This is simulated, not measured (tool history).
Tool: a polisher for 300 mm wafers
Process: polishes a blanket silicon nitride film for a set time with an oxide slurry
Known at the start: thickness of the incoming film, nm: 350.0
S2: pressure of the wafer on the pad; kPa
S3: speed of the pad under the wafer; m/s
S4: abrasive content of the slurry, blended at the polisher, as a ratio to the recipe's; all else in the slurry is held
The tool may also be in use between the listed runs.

{"run": 1, "day": 0.0, "flow of slurry (ml/min)": 250, "S2": 25.5, "S3": 1.38, "S4": 1.0, "polishing time (s)": 83, "film removed (Å)": 615.63}
{"run": 2, "day": 0.083, "flow of slurry (ml/min)": 250, "S2": 25.5, "S3": 1.38, "S4": 1.1, "polishing time (s)": 83, "film removed (Å)": 640.19}
{"run": 3, "day": 0.425, "flow of slurry (ml/min)": 250, "S2": 25.5, "S3": 1.38, "S4": 1.25, "polishing time (s)": 83, "film removed (Å)": 686.39}
{"run": 4, "day": 0.638, "flow of slurry (ml/min)": 250, "S2": 25.5, "S3": 1.38, "S4": 1.25, "polishing time (s)": 83, "film removed (Å)": 686.07}
{"run": 5, "day": 0.742, "flow of slurry (ml/min)": 250, "S2": 25.5, "S3": 1.38, "S4": 1.45, "polishing time (s)": 83, "film removed (Å)": 715.73}
{"run": 6, "day": 0.85, "flow of slurry (ml/min)": 300, "S2": 25.5, "S3": 1.38, "S4": 1.45, "polishing time (s)": 83, "film removed (Å)": 729.1}
{"run": 7, "day": 1.071, "flow of slurry (ml/min)": 300, "S2": 23.4, "S3": 1.36, "S4": 1.45, "polishing time (s)": 83, "film removed (Å)": 692.96}

Forecast run 8:
{"run": 8, "day": 1.142, "flow of slurry (ml/min)": 295, "S2": 21.4, "S3": 1.3, "S4": 1.45, "polishing time (s)": 83, "film removed (Å)": "?"}

Run 8 gave film removed (Å) 623.87.
